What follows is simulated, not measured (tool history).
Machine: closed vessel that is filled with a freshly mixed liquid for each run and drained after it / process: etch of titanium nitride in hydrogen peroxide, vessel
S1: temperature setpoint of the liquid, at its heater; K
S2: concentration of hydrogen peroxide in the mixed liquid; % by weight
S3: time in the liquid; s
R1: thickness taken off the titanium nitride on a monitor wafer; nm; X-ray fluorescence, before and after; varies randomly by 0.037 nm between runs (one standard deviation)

run,hour,S1,S2,S3,R1
1,0,331.15,19.5,30,3.0509
2,2.9,332.65,19.5,30,3.3766
3,11.6,332.65,21.5,30,3.4273
4,14.4,333.65,21.5,30,3.6808
5,21.1,333.65,21.5,30,3.7016
6,24,334.15,21.5,30,3.7776

Predict the results of run 7:
7,30,334.15,21.5,30,?

R1: 3.8606 nm
